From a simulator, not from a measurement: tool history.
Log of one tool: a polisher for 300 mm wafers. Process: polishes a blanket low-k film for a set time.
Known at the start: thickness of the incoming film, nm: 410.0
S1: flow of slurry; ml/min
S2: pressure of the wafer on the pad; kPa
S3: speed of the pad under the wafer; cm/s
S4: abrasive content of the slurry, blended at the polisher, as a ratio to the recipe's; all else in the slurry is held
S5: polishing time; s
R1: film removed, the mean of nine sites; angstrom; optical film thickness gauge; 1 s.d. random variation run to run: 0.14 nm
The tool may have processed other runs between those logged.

{"run": 1, "hour": 0.0, "S1": 175, "S2": 11.7, "S3": 118, "S4": 1.0, "S5": 47, "R1": 207.7}
{"run": 2, "hour": 2.7, "S1": 145, "S2": 11.7, "S3": 118, "S4": 1.0, "S5": 47, "R1": 198.65}
{"run": 3, "hour": 7.0, "S1": 140, "S2": 11.0, "S3": 118, "S4": 1.0, "S5": 47, "R1": 184.92}
{"run": 4, "hour": 7.8, "S1": 135, "S2": 10.3, "S3": 118, "S4": 1.0, "S5": 47, "R1": 173.04}
{"run": 5, "hour": 12.0, "S1": 130, "S2": 10.3, "S3": 118, "S4": 1.0, "S5": 47, "R1": 172.97}
{"run": 6, "hour": 19.4, "S1": 130, "S2": 12.4, "S3": 118, "S4": 1.0, "S5": 47, "R1": 203.7}
{"run": 7, "hour": 25.6, "S1": 125, "S2": 11.7, "S3": 118, "S4": 1.0, "S5": 47, "R1": 192.87}

Expected results for the next run?
{"run": 8, "hour": 29.4, "S1": 120, "S2": 11.0, "S3": 118, "S4": 1.0, "S5": 47, "R1": "?"}

Logged for run 8: R1 176.99 angstrom.
